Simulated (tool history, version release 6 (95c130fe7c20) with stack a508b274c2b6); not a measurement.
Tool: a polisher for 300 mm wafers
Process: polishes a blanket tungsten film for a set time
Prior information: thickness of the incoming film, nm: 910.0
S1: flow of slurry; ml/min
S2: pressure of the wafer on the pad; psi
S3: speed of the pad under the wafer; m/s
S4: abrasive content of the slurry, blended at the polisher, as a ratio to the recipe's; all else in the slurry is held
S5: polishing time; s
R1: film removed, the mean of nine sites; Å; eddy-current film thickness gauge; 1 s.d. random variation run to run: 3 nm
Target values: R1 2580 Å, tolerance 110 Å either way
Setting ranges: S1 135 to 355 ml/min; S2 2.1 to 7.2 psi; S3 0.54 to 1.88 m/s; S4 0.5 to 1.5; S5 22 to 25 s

| run | day | S1 | S2 | S3 | S4 | S5 | R1 |
|---|---|---|---|---|---|---|---|
| 1 | 0 | 225 | 4.6 | 1.2 | 1 | 25 | 1411.4 |
| 2 | 0.05 | 225 | 4.6 | 1.2 | 1 | 22 | 1285 |
| 3 | 0.338 | 225 | 4.6 | 1.2 | 1 | 22 | 1271.8 |
| 4 | 0.421 | 225 | 4.6 | 1.2 | 0.9 | 22 | 1267.2 |
| 5 | 0.708 | 225 | 4.6 | 1.42 | 0.9 | 22 | 1405.9 |
| 6 | 1.021 | 225 | 5.4 | 1.44 | 0.9 | 22 | 1697.8 |
| 7 | 1.175 | 225 | 6 | 1.46 | 0.9 | 22 | 1869.1 |
| 8 | 1.354 | 225 | 7.2 | 1.66 | 0.9 | 22 | 2465.4 |

4 candidate next runs follow, results not yet known. Just one meets every target within its allowed miss. Identify it.
| A | 1.533 | 245 | 7 | 1.54 | 0.9 | 22 | ? |
| B | 1.533 | 270 | 6.5 | 1.7 | 0.75 | 25 | ? |
| C | 1.533 | 165 | 5.7 | 1.82 | 1.05 | 25 | ? |
| D | 1.533 | 270 | 6.3 | 1.74 | 1 | 22 | ? |

| move | R1 |
|---|---|
| A | 2297.6 |
| B | 2591.4 |
| C | 2393.6 |
| D | 2357 |
A: lands further from the targets than the last run did
B: each result inside its tolerance
C: lands further from the targets than the last run did
D: lands further from the targets than the last run did
Go with B: it meets all targets.

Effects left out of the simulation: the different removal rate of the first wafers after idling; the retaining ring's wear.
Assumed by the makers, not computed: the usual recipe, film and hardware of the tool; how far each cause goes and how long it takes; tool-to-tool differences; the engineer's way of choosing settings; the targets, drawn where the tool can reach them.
